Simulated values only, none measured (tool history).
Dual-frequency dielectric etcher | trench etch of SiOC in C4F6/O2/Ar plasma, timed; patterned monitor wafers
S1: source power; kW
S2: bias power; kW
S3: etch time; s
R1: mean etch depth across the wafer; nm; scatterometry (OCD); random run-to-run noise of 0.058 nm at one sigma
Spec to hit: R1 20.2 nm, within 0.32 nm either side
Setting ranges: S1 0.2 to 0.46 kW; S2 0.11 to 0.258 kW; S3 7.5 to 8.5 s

Run 1, hour 0: S1 0.33 kW, S2 0.184 kW, S3 8.5 s. Result: R1 17.173 nm.
Run 2, hour 2.4: S1 0.35 kW, S2 0.187 kW, S3 8.5 s. Result: R1 17.689 nm.
Run 3, hour 10.2: S1 0.35 kW, S2 0.187 kW, S3 8.5 s. Result: R1 17.566 nm.
Run 4, hour 12.6: S1 0.37 kW, S2 0.192 kW, S3 8.5 s. Result: R1 18.258 nm.
Run 5, hour 19.9: S1 0.39 kW, S2 0.193 kW, S3 8.5 s. Result: R1 18.725 nm.
Run 6, hour 22.2: S1 0.39 kW, S2 0.205 kW, S3 8.5 s. Result: R1 18.958 nm.
Run 7, hour 29.5: S1 0.4 kW, S2 0.206 kW, S3 8.5 s. Result: R1 19.278 nm.
Run 8, hour 34.4: S1 0.41 kW, S2 0.207 kW, S3 8.5 s. Result: R1 19.399 nm.
Run 9, hour 41.7: S1 0.42 kW, S2 0.208 kW, S3 8.5 s. Result: R1 19.654 nm.
Run 10, hour 42.9: S1 0.42 kW, S2 0.209 kW, S3 8.5 s. Result: R1 19.693 nm.

Next run, 4 choices. One meets every target within its allowed miss, the rest don't. Which?
Run A, hour 44.1: S1 0.46 kW, S2 0.2 kW, S3 8.5 s. Result: R1 ?.
Run B, hour 44.1: S1 0.43 kW, S2 0.228 kW, S3 8 s. Result: R1 ?.
Run C, hour 44.1: S1 0.4 kW, S2 0.254 kW, S3 8 s. Result: R1 ?.
Run D, hour 44.1: S1 0.44 kW, S2 0.208 kW, S3 8 s. Result: R1 ?.

move      R1
   A  20.311
   B   19.28
   C  19.301
   D  18.962
A: every result within its allowed miss
B: further off than the last run
C: further off than the last run
D: further off than the last run
A meets every target.
